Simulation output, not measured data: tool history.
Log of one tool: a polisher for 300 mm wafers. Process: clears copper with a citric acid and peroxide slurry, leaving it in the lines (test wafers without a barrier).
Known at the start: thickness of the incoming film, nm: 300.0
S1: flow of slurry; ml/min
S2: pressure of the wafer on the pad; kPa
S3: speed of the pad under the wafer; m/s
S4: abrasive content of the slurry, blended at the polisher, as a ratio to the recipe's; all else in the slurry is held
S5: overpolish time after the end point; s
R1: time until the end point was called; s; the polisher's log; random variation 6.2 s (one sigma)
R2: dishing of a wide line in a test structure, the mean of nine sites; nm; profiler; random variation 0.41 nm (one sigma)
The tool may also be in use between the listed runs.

run	hour	S1	S2	S3	S4	S5	R1	R2
1	0.0	205	22.1	0.90	1.00	14	175.04	22.033
2	4.8	205	22.1	0.90	1.15	14	167.84	22.620
3	8.9	205	19.3	0.88	1.15	15	196.90	20.543
4	15.1	205	17.2	0.88	1.15	16	220.10	19.589
5	16.8	205	15.9	0.88	1.15	17	234.14	19.752
6	21.4	205	14.5	0.88	1.15	18	253.15	18.470
7	29.1	205	13.8	0.88	1.15	19	269.34	18.751

The next listed run, before its measurement:
8	32.9	205	13.1	0.88	1.15	20	?	?

Run 8 gave R1 277.32 s, R2 19.196 nm.
